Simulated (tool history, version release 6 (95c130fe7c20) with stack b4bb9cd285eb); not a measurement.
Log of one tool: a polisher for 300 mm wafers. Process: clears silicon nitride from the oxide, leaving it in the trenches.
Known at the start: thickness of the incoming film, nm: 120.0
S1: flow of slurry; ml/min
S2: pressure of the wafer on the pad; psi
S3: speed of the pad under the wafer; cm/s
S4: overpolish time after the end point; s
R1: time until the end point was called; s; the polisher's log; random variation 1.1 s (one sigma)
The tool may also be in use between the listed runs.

Run 1, day 0: S1 135 ml/min, S2 3.3 psi, S3 78 cm/s, S4 20 s. Result: R1 161.91 s.
Run 2, day 0.262: S1 135 ml/min, S2 3.3 psi, S3 78 cm/s, S4 21 s. Result: R1 163.27 s.
Run 3, day 0.508: S1 115 ml/min, S2 3.3 psi, S3 78 cm/s, S4 21 s. Result: R1 165.01 s.
Run 4, day 0.55: S1 115 ml/min, S2 3.5 psi, S3 78 cm/s, S4 21 s. Result: R1 159.42 s.
Run 5, day 0.771: S1 125 ml/min, S2 3.6 psi, S3 78 cm/s, S4 21 s. Result: R1 154.56 s.
Run 6, day 1.071: S1 125 ml/min, S2 3.6 psi, S3 64 cm/s, S4 21 s. Result: R1 189.32 s.
Run 7, day 1.346: S1 125 ml/min, S2 3.6 psi, S3 64 cm/s, S4 21 s. Result: R1 185.25 s.
Run 8, day 1.433: S1 130 ml/min, S2 3.9 psi, S3 64 cm/s, S4 21 s. Result: R1 175.82 s.
Run 9, day 1.633: S1 130 ml/min, S2 4.2 psi, S3 64 cm/s, S4 21 s. Result: R1 164.38 s.

Run 10 comes next. What will it give?
Run 10, day 1.875: S1 135 ml/min, S2 4.4 psi, S3 64 cm/s, S4 21 s. Result: R1 ?.

{"run 10": {"R1": 158.76}}
